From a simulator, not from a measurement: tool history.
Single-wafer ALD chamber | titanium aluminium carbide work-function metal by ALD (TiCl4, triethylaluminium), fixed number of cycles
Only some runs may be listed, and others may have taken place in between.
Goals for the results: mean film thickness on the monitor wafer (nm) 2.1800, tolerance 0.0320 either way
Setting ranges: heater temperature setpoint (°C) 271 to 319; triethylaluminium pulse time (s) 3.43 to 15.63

run,hour,heater temperature setpoint (°C),triethylaluminium pulse time (s),mean film thickness on the monitor wafer (nm)
1,0.0,295,9.53,1.9097
2,5.9,295,12.07,1.9660
3,8.8,295,10.98,1.9401
4,12.2,295,11.99,1.9557
5,13.7,302,12.53,2.0142
6,16.8,302,14.97,2.0365
7,20.9,307,15.18,2.0960
8,26.6,307,15.18,2.0914
9,32.2,310,15.32,2.1333

Which one of the following 5 next-run settings gets every result inside its allowed miss? There is exactly one.
A,37.8,307,15.14,?
B,37.8,314,15.63,?
C,37.8,302,14.92,?
D,37.8,309,14.66,?
E,37.8,307,13.88,?

move,mean film thickness on the monitor wafer (nm)
A,2.0996
B,2.1734
C,2.0477
D,2.1177
E,2.0928
A: moves away from the targets compared with the last run
B: each result inside its tolerance
C: moves away from the targets compared with the last run
D: moves away from the targets compared with the last run
E: moves away from the targets compared with the last run
The move that meets every target is B.
